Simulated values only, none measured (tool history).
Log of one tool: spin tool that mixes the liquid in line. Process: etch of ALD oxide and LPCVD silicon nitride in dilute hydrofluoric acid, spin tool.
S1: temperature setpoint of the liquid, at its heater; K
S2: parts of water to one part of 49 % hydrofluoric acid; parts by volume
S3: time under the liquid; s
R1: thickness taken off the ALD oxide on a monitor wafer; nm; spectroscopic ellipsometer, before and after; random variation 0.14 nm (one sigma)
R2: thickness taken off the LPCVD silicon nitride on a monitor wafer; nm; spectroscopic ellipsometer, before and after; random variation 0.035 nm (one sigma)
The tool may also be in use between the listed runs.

{"run": 1, "hour": 0.0, "S1": 294.15, "S2": 175, "S3": 180, "R1": 8.1108, "R2": 0.39839}
{"run": 2, "hour": 2.1, "S1": 294.15, "S2": 210, "S3": 180, "R1": 6.6849, "R2": 0.32174}
{"run": 3, "hour": 9.5, "S1": 294.15, "S2": 210, "S3": 120, "R1": 4.4735, "R2": 0.23548}
{"run": 4, "hour": 13.6, "S1": 294.65, "S2": 175, "S3": 120, "R1": 5.5831, "R2": 0.2838}
{"run": 5, "hour": 18.1, "S1": 297.15, "S2": 175, "S3": 120, "R1": 6.1232, "R2": 0.3177}
{"run": 6, "hour": 26.8, "S1": 297.15, "S2": 210, "S3": 120, "R1": 4.9627, "R2": 0.27585}
{"run": 7, "hour": 33.2, "S1": 297.65, "S2": 175, "S3": 120, "R1": 6.2302, "R2": 0.35304}
{"hour": 38.9, "done": "thermometer replaced"}
{"run": 8, "hour": 38.9, "S1": 297.15, "S2": 145, "S3": 125, "R1": 8.6292, "R2": 0.45038}
{"run": 9, "hour": 46.9, "S1": 297.15, "S2": 135, "S3": 125, "R1": 9.4405, "R2": 0.5328}
{"run": 10, "hour": 55.5, "S1": 296.65, "S2": 125, "S3": 125, "R1": 9.9369, "R2": 0.57719}
{"run": 11, "hour": 58.9, "S1": 299.15, "S2": 65, "S3": 125, "R1": 23.054, "R2": 1.1861}
{"run": 12, "hour": 67.9, "S1": 299.15, "S2": 65, "S3": 125, "R1": 23.34, "R2": 1.2139}
{"run": 13, "hour": 70.7, "S1": 297.65, "S2": 65, "S3": 125, "R1": 21.842, "R2": 1.0769}
{"run": 14, "hour": 73.6, "S1": 296.65, "S2": 70, "S3": 125, "R1": 19.341, "R2": 0.97271}
{"run": 15, "hour": 80.2, "S1": 295.65, "S2": 70, "S3": 125, "R1": 18.711, "R2": 0.92275}
{"run": 16, "hour": 86.2, "S1": 294.65, "S2": 70, "S3": 125, "R1": 17.716, "R2": 0.8499}
{"run": 17, "hour": 94.7, "S1": 294.15, "S2": 70, "S3": 125, "R1": 17.187, "R2": 0.75265}

Forecast run 18:
{"run": 18, "hour": 103.5, "S1": 293.65, "S2": 75, "S3": 125, "R1": "?", "R2": "?"}

{"run 18": {"R1": 15.832, "R2": 0.67507}}
